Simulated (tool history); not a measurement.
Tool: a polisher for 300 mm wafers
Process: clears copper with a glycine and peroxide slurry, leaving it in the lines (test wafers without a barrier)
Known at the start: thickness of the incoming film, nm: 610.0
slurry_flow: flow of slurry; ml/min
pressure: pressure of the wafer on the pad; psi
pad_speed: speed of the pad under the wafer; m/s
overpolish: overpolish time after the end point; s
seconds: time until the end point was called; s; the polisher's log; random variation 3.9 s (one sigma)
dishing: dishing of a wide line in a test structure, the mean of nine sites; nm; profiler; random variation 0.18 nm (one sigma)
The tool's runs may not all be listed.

run	day	slurry_flow	pressure	pad_speed	overpolish	seconds	dishing
1	0	230	2.8	0.78	17	143.71	51.984
2	0.192	180	2.8	0.78	17	145.75	51.969
3	0.546	180	2.8	0.78	22	146.16	64.499
4	0.875	180	2.8	0.78	27	147.97	75.278
5	1.154	180	2.8	0.86	27	135	80.449
6	1.496	140	2.8	0.86	27	145.19	78.551
7	1.633	175	2.4	0.74	22	167.34	57.735
8	1.721	185	2.1	0.64	18	206.87	40.208
9	1.775	225	1.9	0.58	15	222	31.159

Forecast run 10:
10	1.829	290	1.3	0.4	7	?	?

Run 10 gave seconds 319.21 s, dishing 10.453 nm.
